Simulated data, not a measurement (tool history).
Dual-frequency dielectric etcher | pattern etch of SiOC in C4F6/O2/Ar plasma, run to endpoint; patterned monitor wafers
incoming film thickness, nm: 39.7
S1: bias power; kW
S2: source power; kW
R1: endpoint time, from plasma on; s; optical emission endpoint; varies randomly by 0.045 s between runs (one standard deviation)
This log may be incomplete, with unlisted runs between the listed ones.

run,day,S1,S2,R1
1,0.000,0.597,0.460,11.688
2,0.121,0.546,0.440,12.404
3,0.262,0.506,0.430,13.069
4,0.396,0.506,0.480,12.597
5,0.571,0.584,0.480,11.590
6,0.771,0.584,0.410,12.384
7,1.012,0.542,0.410,12.871
8,1.038,0.510,0.410,13.280
9,1.175,0.485,0.410,13.588
10,1.208,0.466,0.410,13.964

Run 11 is up next; what results do you expect?
11,1.350,0.454,0.410,?

R1: 14.184 s

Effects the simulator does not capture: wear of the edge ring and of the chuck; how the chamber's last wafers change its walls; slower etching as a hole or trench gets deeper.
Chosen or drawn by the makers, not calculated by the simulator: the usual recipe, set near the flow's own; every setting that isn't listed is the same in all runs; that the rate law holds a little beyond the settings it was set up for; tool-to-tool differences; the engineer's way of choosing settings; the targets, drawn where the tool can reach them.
